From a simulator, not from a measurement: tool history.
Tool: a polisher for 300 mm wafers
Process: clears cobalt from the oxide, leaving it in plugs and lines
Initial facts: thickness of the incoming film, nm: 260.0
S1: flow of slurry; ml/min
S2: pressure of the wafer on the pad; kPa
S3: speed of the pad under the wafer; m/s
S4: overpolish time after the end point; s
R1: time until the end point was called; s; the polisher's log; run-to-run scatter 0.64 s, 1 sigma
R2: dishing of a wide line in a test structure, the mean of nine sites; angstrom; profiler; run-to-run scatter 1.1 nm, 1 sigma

run  hour   S1    S2    S3  S4      R1      R2
  1   0.0  300  10.3  0.92  18  67.440  394.66
  2   4.4  300  11.7  0.96  17  58.243  388.52
  3   8.2  300  12.4  1.00  17  51.770  444.49
  4  16.9  300  12.4  1.00  12  49.564  364.12
  5  20.0  330  12.4  1.00  12  50.563  383.50
  6  25.0  285  12.4  1.00  12  51.464  384.63
  7  28.0  285  12.4  1.00  12  51.939  362.17
  8  31.2  295  13.1  1.02  12  46.962  363.59
  9  35.3  300  13.8  1.04  14  44.034  426.64

Forecast run 10:
 10  37.3  300  14.5  1.06  14   ?   ?

{"run 10": {"R1": 41.241, "R2": 430.73}}

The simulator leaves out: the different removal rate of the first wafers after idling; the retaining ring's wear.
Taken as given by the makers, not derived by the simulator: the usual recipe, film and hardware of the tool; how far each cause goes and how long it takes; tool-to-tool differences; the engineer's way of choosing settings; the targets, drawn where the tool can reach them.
